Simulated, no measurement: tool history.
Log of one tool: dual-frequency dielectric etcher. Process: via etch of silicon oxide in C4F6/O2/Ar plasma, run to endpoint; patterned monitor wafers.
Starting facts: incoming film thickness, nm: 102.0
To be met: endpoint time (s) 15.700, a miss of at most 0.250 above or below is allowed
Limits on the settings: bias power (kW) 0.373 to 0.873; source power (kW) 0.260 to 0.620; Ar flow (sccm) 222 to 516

run    day  bias power (kW)  source power (kW)  Ar flow (sccm)  endpoint time (s)
  1  0.000            0.623              0.440             369             20.201
  2  0.217            0.714              0.440             369             18.999
  3  0.442            0.675              0.440             369             19.431
  4  0.596            0.675              0.500             369             18.280
  5  0.775            0.708              0.510             368             17.812
  6  0.904            0.735              0.520             367             17.263
  7  1.254            0.758              0.520             367             17.064
  8  1.358            0.777              0.520             367             16.798
  9  1.625            0.793              0.520             367             16.652
 10  1.975            0.793              0.520             367             16.655
 11  2.088            0.806              0.520             367             16.579
 12  2.129            0.817              0.520             367             16.337
 13  2.258            0.826              0.520             367             16.392
 14  2.392            0.834              0.520             367             16.238
 15  2.700            0.840              0.520             367             16.140
 16  2.725            0.845              0.520             367             16.122
 17  2.775            0.850              0.520             367             16.135
 18  3.062            0.854              0.520             367             16.089
 19  3.367            0.857              0.520             367             16.149
 20  3.733            0.860              0.520             366             16.026
 21  3.804            0.862              0.520             366             15.953
 22  3.921            0.864              0.520             366             16.040
 23  3.962            0.866              0.520             366             15.846

5 next moves are on the table. One of them brings every result within its allowed miss. Which?
  A  4.004            0.873              0.560             330                  ?
  B  4.004            0.873              0.470             292                  ?
  C  4.004            0.873              0.510             310                  ?
  D  4.004            0.789              0.540             355                  ?
  E  4.004            0.847              0.490             294                  ?

move  endpoint time (s)
   A             15.178
   B             16.261
   C             15.743
   D             16.299
   E             16.184
A: takes the result that was furthest off past its target
B: moves away from the targets compared with the last run
C: all results in spec
D: moves away from the targets compared with the last run
E: moves away from the targets compared with the last run
C meets every target.

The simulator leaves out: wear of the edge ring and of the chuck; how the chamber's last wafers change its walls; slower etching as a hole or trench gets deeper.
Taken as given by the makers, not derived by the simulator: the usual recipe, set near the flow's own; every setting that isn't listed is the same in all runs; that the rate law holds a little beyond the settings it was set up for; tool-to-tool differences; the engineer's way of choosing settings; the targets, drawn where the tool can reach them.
